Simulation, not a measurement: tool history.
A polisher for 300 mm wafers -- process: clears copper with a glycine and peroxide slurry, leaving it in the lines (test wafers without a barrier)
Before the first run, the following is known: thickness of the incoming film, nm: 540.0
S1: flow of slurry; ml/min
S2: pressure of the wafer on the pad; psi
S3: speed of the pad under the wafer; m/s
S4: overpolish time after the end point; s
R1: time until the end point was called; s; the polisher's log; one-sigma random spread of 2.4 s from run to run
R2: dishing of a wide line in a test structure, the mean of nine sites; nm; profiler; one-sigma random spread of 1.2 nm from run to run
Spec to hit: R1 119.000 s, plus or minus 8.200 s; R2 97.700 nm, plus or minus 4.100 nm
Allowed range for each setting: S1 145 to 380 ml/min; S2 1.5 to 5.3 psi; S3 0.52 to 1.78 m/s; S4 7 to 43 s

run,day,S1,S2,S3,S4,R1,R2
1,0.000,245,3.4,1.14,22,84.018,90.771
2,0.121,245,3.2,1.12,24,84.855,93.873
3,0.442,245,3.2,1.12,28,86.930,102.790
4,0.692,245,2.9,1.10,30,95.877,102.940
5,1.050,245,2.7,1.10,31,96.776,101.130
6,1.229,245,2.5,1.08,32,104.650,101.290
7,1.400,245,2.4,1.08,32,100.990,98.427
8,1.692,245,2.3,1.04,33,106.430,96.471

Of the 4 settings listed for the next run, only one would bring every result within its allowed miss of target. Which one?
A,1.983,255,2.2,1.20,29,?,?
B,1.983,295,2.9,0.78,35,?,?
C,1.983,175,2.5,0.78,38,?,?
D,1.983,265,2.5,1.14,30,?,?

move,R1,R2
A,96.927,95.134
B,120.180,96.875
C,137.730,92.991
D,95.196,99.072
A: lands further from the targets than the last run did
B: every result within its allowed miss
C: carries the result that was furthest off beyond its target, to the other side
D: lands further from the targets than the last run did
Go with B: it meets all targets.
